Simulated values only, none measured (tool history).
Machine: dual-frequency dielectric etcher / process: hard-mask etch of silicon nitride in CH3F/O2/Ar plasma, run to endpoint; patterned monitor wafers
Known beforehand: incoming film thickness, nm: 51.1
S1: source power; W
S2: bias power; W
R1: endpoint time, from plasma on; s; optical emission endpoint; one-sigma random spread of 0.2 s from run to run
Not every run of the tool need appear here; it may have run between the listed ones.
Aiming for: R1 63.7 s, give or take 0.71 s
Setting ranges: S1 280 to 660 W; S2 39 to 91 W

run 1 hour=0 | S1=470 S2=65 | R1=72
run 2 hour=8.9 | S1=500 S2=65 | R1=70.911
run 3 hour=13.1 | S1=420 S2=65 | R1=73.91
run 4 hour=21.3 | S1=420 S2=55 | R1=78.559
run 5 hour=27.7 | S1=350 S2=55 | R1=83.141
run 6 hour=32.4 | S1=410 S2=56 | R1=78.375
run 7 hour=36.1 | S1=450 S2=57 | R1=76.635
run 8 hour=42.1 | S1=550 S2=70 | R1=66.559
run 9 hour=45.9 | S1=560 S2=70 | R1=66.232
run 10 hour=51 | S1=570 S2=70 | R1=66.125

Pick the move, out of 4, that brings all results within their allowed miss; only one does.
run A hour=56.1 | S1=570 S2=73 | R1=?
run B hour=56.1 | S1=610 S2=73 | R1=?
run C hour=56.1 | S1=600 S2=80 | R1=?
run D hour=56.1 | S1=560 S2=73 | R1=?

move=A R1=64.969
move=B R1=63.588
move=C R1=61.91
move=D R1=65.332
A: better than the last run, though not everything is in spec
B: every result lands within tolerance
C: the result that was furthest off in the last run now lies on the other side of its target
D: better than the last run, though not everything is in spec
The move that meets every target is B.
